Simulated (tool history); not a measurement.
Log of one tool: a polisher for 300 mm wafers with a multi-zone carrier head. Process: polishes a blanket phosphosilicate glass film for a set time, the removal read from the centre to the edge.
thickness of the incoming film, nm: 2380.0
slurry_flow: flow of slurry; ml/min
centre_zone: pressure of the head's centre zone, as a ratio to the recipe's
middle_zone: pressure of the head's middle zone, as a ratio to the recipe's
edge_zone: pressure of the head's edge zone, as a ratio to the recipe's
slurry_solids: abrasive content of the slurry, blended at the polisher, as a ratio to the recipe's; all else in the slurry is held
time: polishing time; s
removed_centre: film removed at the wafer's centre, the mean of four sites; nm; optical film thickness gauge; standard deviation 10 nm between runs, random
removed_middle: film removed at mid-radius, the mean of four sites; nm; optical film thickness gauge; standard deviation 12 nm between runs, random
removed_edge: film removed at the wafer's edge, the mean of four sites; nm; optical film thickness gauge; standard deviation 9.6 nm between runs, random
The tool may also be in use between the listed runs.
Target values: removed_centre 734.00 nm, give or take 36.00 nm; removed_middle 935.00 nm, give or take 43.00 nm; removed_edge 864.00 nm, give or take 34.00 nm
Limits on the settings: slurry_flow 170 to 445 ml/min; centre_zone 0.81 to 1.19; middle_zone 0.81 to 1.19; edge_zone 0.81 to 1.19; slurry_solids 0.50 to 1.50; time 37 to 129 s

run	hour	slurry_flow	centre_zone	middle_zone	edge_zone	slurry_solids	time	removed_centre	removed_middle	removed_edge
1	0.0	285	1.00	1.00	1.00	1.00	83	577.66	584.17	577.50
2	2.8	285	1.00	1.00	1.06	1.00	83	585.55	597.44	595.73
3	4.4	285	0.97	1.03	1.09	1.15	86	618.32	675.98	647.78
4	6.4	285	0.97	1.03	1.02	1.15	86	628.56	687.74	634.11
5	12.7	285	0.97	1.03	1.02	1.15	93	678.07	727.53	685.06
6	19.7	280	0.93	1.03	1.06	1.25	95	665.95	776.15	737.43
7	23.3	280	0.92	1.04	1.08	1.35	96	703.01	807.01	775.09
8	25.7	280	0.91	1.06	1.10	1.40	97	701.58	859.55	795.42
9	28.6	280	0.91	1.06	1.12	1.45	98	718.45	880.37	833.22
10	36.2	280	0.91	1.07	1.13	1.45	98	722.50	837.71	834.01
11	43.6	285	0.90	1.08	1.12	1.45	99	724.26	872.79	832.51

Which single option among these 5 for the next run brings every result within its allowed miss of target? Just one does.
A	51.0	255	0.81	0.95	1.19	1.40	104	?	?	?
B	51.0	305	0.91	1.03	1.19	1.35	100	?	?	?
C	51.0	260	0.87	1.10	1.09	1.45	104	?	?	?
D	51.0	265	0.97	1.17	1.03	1.25	103	?	?	?
E	51.0	235	0.90	1.19	0.85	1.50	107	?	?	?

move	removed_centre	removed_middle	removed_edge
A	665.98	818.08	887.75
B	724.83	845.09	852.67
C	726.95	939.36	858.57
D	763.69	931.44	784.18
E	774.37	1035.50	786.97
A: misses by more than the last run did
B: misses by more than the last run did
C: every result lands within tolerance
D: meets the target for the result that was furthest off, but another lies outside its allowed miss
E: takes the result that was furthest off past its target
The move that meets every target is C.
